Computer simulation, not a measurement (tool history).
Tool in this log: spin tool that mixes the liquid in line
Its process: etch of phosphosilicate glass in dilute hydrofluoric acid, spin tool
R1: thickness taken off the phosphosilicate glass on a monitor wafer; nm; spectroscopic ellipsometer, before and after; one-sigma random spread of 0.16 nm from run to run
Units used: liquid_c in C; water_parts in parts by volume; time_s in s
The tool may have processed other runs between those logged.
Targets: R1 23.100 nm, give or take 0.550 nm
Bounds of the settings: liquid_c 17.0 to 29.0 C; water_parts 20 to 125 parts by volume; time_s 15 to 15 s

run 1 hour=0.0 | liquid_c=21.0 water_parts=70 time_s=15 | R1=32.073
run 2 hour=2.4 | liquid_c=21.0 water_parts=55 time_s=15 | R1=42.514
run 3 hour=9.4 | liquid_c=20.0 water_parts=60 time_s=15 | R1=36.992
run 4 hour=16.5 | liquid_c=20.0 water_parts=85 time_s=15 | R1=25.191
run 5 hour=23.0 | liquid_c=19.5 water_parts=85 time_s=15 | R1=24.657
run 6 hour=25.2 | liquid_c=19.5 water_parts=110 time_s=15 | R1=18.739
run 7 hour=28.7 | liquid_c=20.5 water_parts=110 time_s=15 | R1=19.426
run 8 hour=35.9 | liquid_c=21.5 water_parts=110 time_s=15 | R1=20.128
run 9 hour=41.3 | liquid_c=22.0 water_parts=110 time_s=15 | R1=20.496
run 10 hour=44.2 | liquid_c=22.5 water_parts=110 time_s=15 | R1=21.064
run 11 hour=44.8 | liquid_c=23.0 water_parts=110 time_s=15 | R1=21.413
run 12 hour=52.4 | liquid_c=23.5 water_parts=110 time_s=15 | R1=22.006
run 13 hour=61.1 | liquid_c=23.5 water_parts=110 time_s=15 | R1=21.795

Of the 4 settings listed for the next run, only one would bring every result within its allowed miss of target. Which one?
run A hour=69.8 | liquid_c=24.5 water_parts=115 time_s=15 | R1=?
run B hour=69.8 | liquid_c=26.0 water_parts=115 time_s=15 | R1=?
run C hour=69.8 | liquid_c=23.0 water_parts=110 time_s=15 | R1=?
run D hour=69.8 | liquid_c=25.0 water_parts=105 time_s=15 | R1=?

move=A R1=21.581
move=B R1=22.871
move=C R1=21.396
move=D R1=24.400
A: its largest miss is bigger than the last run's
B: all results land within tolerance of their targets
C: its largest miss is bigger than the last run's
D: carries the result that was furthest off beyond its target, to the other side
B is the move that brings every result within its allowed miss.

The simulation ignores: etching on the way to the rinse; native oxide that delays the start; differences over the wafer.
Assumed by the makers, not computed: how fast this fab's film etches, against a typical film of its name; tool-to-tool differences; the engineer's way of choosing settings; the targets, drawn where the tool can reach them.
